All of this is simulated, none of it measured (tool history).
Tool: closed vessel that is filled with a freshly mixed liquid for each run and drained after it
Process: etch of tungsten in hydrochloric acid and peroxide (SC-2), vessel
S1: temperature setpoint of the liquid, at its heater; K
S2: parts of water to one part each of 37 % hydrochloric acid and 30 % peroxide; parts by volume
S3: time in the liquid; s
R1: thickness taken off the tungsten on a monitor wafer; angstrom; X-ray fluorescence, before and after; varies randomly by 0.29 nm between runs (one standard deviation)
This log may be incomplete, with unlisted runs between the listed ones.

run,day,S1,S2,S3,R1
1,0.000,337.15,7.0,105,960.89
2,0.300,337.15,5.5,105,1163.80
3,0.442,333.65,5.5,105,937.71
4,0.646,338.15,5.5,105,1223.10
5,0.992,334.15,5.5,105,958.80
6,1.354,331.15,5.5,105,793.26

Predict the results of run 7:
7,1.708,329.15,5.5,105,?

{"run 7": {"R1": 705.24}}

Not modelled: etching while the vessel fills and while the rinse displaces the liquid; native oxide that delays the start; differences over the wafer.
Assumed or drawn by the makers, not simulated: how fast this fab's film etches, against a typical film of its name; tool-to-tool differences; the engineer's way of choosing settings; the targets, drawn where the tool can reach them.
